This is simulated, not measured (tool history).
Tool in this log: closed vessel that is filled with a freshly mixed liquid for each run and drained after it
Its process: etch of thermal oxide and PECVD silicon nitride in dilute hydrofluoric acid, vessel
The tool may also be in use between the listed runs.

run,hour,temperature setpoint of the liquid (C),parts of water to one part of 49 % hydrofluoric acid (parts by volume),time in the liquid (s),thickness taken off the thermal oxide on a monitor wafer (angstrom),thickness taken off the PECVD silicon nitride on a monitor wafer (angstrom)
1,0,22,175,1445,325.91,238.11
2,8.5,22,175,855,192.99,139.56
3,12.4,20,175,855,178.08,123.73
4,17.3,20,175,495,102.87,70.963
5,20.3,22,145,515,146.09,102.24
6,21.7,25.5,145,515,166.45,127.4
7,31.5,26.5,120,605,256.08,193.34
8,38.9,30,50,575,736.28,547.33

Run 9 comes next. What will it give?
9,43.4,30,50,575,?,?

{"run 9": {"thickness taken off the thermal oxide on a monitor wafer (angstrom)": 723.97, "thickness taken off the PECVD silicon nitride on a monitor wafer (angstrom)": 546.32}}
